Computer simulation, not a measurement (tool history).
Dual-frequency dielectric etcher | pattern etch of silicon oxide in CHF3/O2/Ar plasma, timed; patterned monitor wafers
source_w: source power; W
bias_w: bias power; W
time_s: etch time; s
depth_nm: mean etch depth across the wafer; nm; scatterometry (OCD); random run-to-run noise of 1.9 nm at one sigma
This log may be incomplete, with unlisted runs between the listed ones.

run,hour,source_w,bias_w,time_s,depth_nm
1,0.0,580,121,434.5,770.77
2,5.5,580,104,434.5,746.36
3,10.0,630,104,434.5,766.97
4,18.3,640,106,434.5,775.12
5,24.8,650,108,434.5,784.24
6,26.0,650,90,434.5,755.08
7,34.3,670,93,434.5,767.74
8,39.1,680,95,434.5,774.29
9,47.4,680,95,434.5,775.55
10,49.5,690,97,434.5,782.68
11,52.8,700,99,434.5,793.80
12,57.3,710,101,434.5,796.14
13,60.5,720,103,434.5,806.80
14,68.6,730,105,434.5,814.93
15,76.0,730,105,434.5,814.34

Run 16, settings as shown, results not yet in. Your forecast:
16,79.3,740,106,434.5,?

{"run 16": {"depth_nm": 817.01}}

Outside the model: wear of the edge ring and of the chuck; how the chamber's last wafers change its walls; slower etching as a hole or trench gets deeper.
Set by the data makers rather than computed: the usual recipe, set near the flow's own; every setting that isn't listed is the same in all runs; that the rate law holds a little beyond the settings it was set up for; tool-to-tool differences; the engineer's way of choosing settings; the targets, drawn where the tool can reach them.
